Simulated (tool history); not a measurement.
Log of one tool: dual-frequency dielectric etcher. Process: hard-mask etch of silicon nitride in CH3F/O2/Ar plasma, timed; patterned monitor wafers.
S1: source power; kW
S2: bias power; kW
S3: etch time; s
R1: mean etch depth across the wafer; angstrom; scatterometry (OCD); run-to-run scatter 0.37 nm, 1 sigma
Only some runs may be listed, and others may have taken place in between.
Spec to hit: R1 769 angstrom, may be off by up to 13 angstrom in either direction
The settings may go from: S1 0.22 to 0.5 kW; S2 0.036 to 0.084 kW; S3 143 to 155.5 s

run  hour    S1     S2     S3      R1
  1     0  0.36   0.06  155.5  955.45
  2   6.5  0.36  0.052  155.5  897.98
  3  13.9  0.34  0.052  155.5   885.5
  4  17.3  0.34  0.052    143  817.46
  5  19.5  0.34  0.052    143  817.68
  6  27.5  0.34  0.052    143  817.71
  7  32.3  0.33  0.052    143  817.72
  8  38.3  0.32  0.052    143  810.85
  9  44.6  0.32  0.052    143  809.36
     53.5  -- wet clean of the chamber
 10  53.5  0.31  0.052    143  830.03
 11  54.6  0.31  0.051    143  819.45
 12  62.4  0.31   0.05    143  810.74
 13  63.9  0.31  0.049    143  816.06
 14  70.5   0.3  0.047    143   785.3

Exactly one of the 5 candidate moves below puts every result within its allowed miss. Which one?
  A  77.1   0.3  0.037    145   ?
  B  77.1   0.3  0.049    143   ?
  C  77.1  0.24   0.05    143   ?
  D  77.1  0.28  0.043    151   ?
  E  77.1  0.34  0.036  153.5   ?

move      R1
   A  743.76
   B   811.2
   C  778.17
   D  804.06
   E  804.04
A: takes the result that was furthest off past its target
B: misses by more than the last run did
C: every result lands within tolerance
D: misses by more than the last run did
E: misses by more than the last run did
Correct choice: C, which meets every target
